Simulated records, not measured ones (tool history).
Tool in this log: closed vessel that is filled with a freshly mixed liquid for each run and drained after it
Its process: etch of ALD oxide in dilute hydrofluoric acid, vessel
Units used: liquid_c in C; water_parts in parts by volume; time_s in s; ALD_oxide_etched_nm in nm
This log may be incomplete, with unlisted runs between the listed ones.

run,day,liquid_c,water_parts,time_s,ALD_oxide_etched_nm
1,0.000,22.0,295,180,8.2060
2,0.300,22.0,295,190,8.6621
3,0.588,18.5,295,190,7.6097
4,0.771,17.0,295,190,7.3046
5,0.825,20.0,285,190,8.4446
6,1.108,17.5,285,190,7.7537
7,1.321,21.5,235,190,11.3480

What does the tool deliver on the next run?
8,1.525,21.5,235,190,?

ALD_oxide_etched_nm: 11.3670 nm
